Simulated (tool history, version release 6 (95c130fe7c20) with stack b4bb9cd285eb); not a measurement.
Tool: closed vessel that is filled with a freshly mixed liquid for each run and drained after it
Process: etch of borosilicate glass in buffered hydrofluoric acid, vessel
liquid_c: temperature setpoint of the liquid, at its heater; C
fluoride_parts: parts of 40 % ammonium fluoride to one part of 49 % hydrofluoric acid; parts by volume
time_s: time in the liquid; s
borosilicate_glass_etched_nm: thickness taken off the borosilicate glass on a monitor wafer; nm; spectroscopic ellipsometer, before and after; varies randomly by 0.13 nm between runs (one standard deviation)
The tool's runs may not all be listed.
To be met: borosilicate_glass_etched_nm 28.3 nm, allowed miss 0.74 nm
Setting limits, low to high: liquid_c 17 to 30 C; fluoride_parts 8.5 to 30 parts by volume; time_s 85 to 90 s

{"run": 1, "hour": 0.0, "liquid_c": 22, "fluoride_parts": 23, "time_s": 85, "borosilicate_glass_etched_nm": 42.202}
{"run": 2, "hour": 4.0, "liquid_c": 21.5, "fluoride_parts": 23.5, "time_s": 85, "borosilicate_glass_etched_nm": 40.514}
{"run": 3, "hour": 5.2, "liquid_c": 21.5, "fluoride_parts": 23.5, "time_s": 90, "borosilicate_glass_etched_nm": 42.939}
{"run": 4, "hour": 9.9, "liquid_c": 21.5, "fluoride_parts": 23.5, "time_s": 90, "borosilicate_glass_etched_nm": 43.175}
{"run": 5, "hour": 11.8, "liquid_c": 21.5, "fluoride_parts": 23.5, "time_s": 85, "borosilicate_glass_etched_nm": 40.827}
{"run": 6, "hour": 19.2, "liquid_c": 21.5, "fluoride_parts": 27, "time_s": 85, "borosilicate_glass_etched_nm": 37.019}
{"run": 7, "hour": 25.9, "liquid_c": 21, "fluoride_parts": 27, "time_s": 85, "borosilicate_glass_etched_nm": 36.035}
{"run": 8, "hour": 34.4, "liquid_c": 20.5, "fluoride_parts": 27, "time_s": 85, "borosilicate_glass_etched_nm": 35.11}
{"run": 9, "hour": 41.3, "liquid_c": 20, "fluoride_parts": 27, "time_s": 85, "borosilicate_glass_etched_nm": 34.197}
{"run": 10, "hour": 48.9, "liquid_c": 19.5, "fluoride_parts": 27, "time_s": 85, "borosilicate_glass_etched_nm": 32.879}

Of the 5 settings listed for the next run, only one would bring every result within its allowed miss of target. Which one?
{"run": "A", "hour": 56.5, "liquid_c": 24.5, "fluoride_parts": 29.5, "time_s": 85, "borosilicate_glass_etched_nm": "?"}
{"run": "B", "hour": 56.5, "liquid_c": 17.5, "fluoride_parts": 29, "time_s": 85, "borosilicate_glass_etched_nm": "?"}
{"run": "C", "hour": 56.5, "liquid_c": 20, "fluoride_parts": 23.5, "time_s": 90, "borosilicate_glass_etched_nm": "?"}
{"run": "D", "hour": 56.5, "liquid_c": 18, "fluoride_parts": 18.5, "time_s": 85, "borosilicate_glass_etched_nm": "?"}
{"run": "E", "hour": 56.5, "liquid_c": 20.5, "fluoride_parts": 30, "time_s": 85, "borosilicate_glass_etched_nm": "?"}

move=A borosilicate_glass_etched_nm=41.054
move=B borosilicate_glass_etched_nm=28.256
move=C borosilicate_glass_etched_nm=39.81
move=D borosilicate_glass_etched_nm=40.685
move=E borosilicate_glass_etched_nm=32.614
A: further off than the last run
B: each result inside its tolerance
C: further off than the last run
D: further off than the last run
E: nearer the targets than the last run, but a result is still out of spec
The right move is B.
